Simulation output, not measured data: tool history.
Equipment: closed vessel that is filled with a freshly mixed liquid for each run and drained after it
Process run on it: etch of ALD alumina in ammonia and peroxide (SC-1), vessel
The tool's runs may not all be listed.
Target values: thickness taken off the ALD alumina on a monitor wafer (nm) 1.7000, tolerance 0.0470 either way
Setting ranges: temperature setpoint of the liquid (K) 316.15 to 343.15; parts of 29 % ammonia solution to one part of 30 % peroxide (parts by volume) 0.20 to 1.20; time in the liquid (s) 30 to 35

run,hour,temperature setpoint of the liquid (K),parts of 29 % ammonia solution to one part of 30 % peroxide (parts by volume),time in the liquid (s),thickness taken off the ALD alumina on a monitor wafer (nm)
1,0.0,332.15,0.70,35,4.0133
2,0.8,328.65,0.70,35,3.3588
3,7.8,328.65,0.50,35,3.2137
4,16.5,321.65,0.50,35,2.2143
5,25.0,320.65,0.50,35,2.0756
6,31.2,320.65,0.30,35,2.0081
7,33.3,316.65,0.30,35,1.5805
8,34.6,317.15,0.30,35,1.6463

Of the 5 settings listed for the next run, only one would bring every result within its allowed miss of target. Which one?
A,35.9,316.15,0.50,35,?
B,35.9,318.65,0.20,35,?
C,35.9,316.65,0.25,35,?
D,35.9,316.15,0.30,35,?
E,35.9,319.15,0.35,30,?

move,thickness taken off the ALD alumina on a monitor wafer (nm)
A,1.6171
B,1.7097
C,1.5578
D,1.5401
E,1.5904
A: misses by more than the last run did
B: meets every target
C: misses by more than the last run did
D: misses by more than the last run did
E: misses by more than the last run did
The right move is B.
